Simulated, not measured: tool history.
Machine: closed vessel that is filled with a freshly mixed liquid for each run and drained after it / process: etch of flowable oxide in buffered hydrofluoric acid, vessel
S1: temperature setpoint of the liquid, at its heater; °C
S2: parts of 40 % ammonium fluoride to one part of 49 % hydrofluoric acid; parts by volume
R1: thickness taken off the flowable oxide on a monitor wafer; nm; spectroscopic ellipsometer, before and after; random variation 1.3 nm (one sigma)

Run 1, hour 0: S1 21 °C, S2 11 parts by volume, time in the liquid (s) 30. Result: R1 97.783 nm.
Run 2, hour 4.8: S1 21 °C, S2 9.5 parts by volume, time in the liquid (s) 30. Result: R1 111.39 nm.
Run 3, hour 7.9: S1 23.5 °C, S2 8.5 parts by volume, time in the liquid (s) 30. Result: R1 141.46 nm.
Run 4, hour 8.8: S1 25 °C, S2 8.5 parts by volume, time in the liquid (s) 30. Result: R1 152.67 nm.
Run 5, hour 16.8: S1 28.5 °C, S2 8.5 parts by volume, time in the liquid (s) 30. Result: R1 184.23 nm.
Run 6, hour 21: S1 28.5 °C, S2 8.5 parts by volume, time in the liquid (s) 30. Result: R1 185.32 nm.
At hour 23.9: thermometer replaced.
Run 7, hour 23.9: S1 29 °C, S2 6.5 parts by volume, time in the liquid (s) 30. Result: R1 278.84 nm.
Run 8, hour 29.4: S1 27.5 °C, S2 6.5 parts by volume, time in the liquid (s) 30. Result: R1 254.04 nm.

The next listed run, before its measurement:
Run 9, hour 31.2: S1 26.5 °C, S2 6.5 parts by volume, time in the liquid (s) 30. Result: R1 ?.

Logged for run 9: R1 240.43 nm.
